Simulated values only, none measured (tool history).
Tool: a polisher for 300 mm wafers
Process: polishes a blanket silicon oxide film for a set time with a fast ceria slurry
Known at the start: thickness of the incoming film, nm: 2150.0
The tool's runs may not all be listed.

run  hour  flow of slurry (ml/min)  pressure of the wafer on the pad (kPa)  speed of the pad under the wafer (cm/s)  polishing time (s)  film removed (Å)
  1   0.0                      265                                    11.7                                       86                  43            3503.6
  2   8.3                      265                                    13.1                                       86                  43            3838.9
  3  12.4                      265                                    13.1                                       66                  43            3050.6
  4  17.6                      265                                    15.9                                       66                  43            3593.2
  5  21.0                      265                                    15.2                                       66                  43            3428.2
  6  21.7                      265                                    14.5                                       66                  43            3244.5

Run 7 comes next. What will it give?
  7  27.9                      265                                    13.8                                       66                  43                 ?

film removed (Å): 3182.0
